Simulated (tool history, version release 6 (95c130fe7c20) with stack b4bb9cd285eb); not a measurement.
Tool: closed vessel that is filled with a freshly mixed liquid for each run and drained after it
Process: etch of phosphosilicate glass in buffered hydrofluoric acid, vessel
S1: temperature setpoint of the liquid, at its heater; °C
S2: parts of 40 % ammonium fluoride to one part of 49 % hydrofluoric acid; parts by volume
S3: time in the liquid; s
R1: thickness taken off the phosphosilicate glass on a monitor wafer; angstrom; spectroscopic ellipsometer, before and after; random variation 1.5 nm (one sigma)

run,hour,S1,S2,S3,R1
1,0,25,9.5,30,2542.7
2,8.4,25,11,30,2289.4
3,12.7,25,10,30,2487.4
4,16,25,7.5,30,3285.4
5,22.2,25,8.5,30,2834.3
6,25,25,9.5,30,2567.9
7,30.1,24,9.5,30,2446.5
8,37.5,23,9.5,30,2295
9,38.3,22.5,9.5,30,2204.4

Run 10 comes next. What will it give?
10,39.2,22,9.5,30,?

{"run 10": {"R1": 2178.8}}
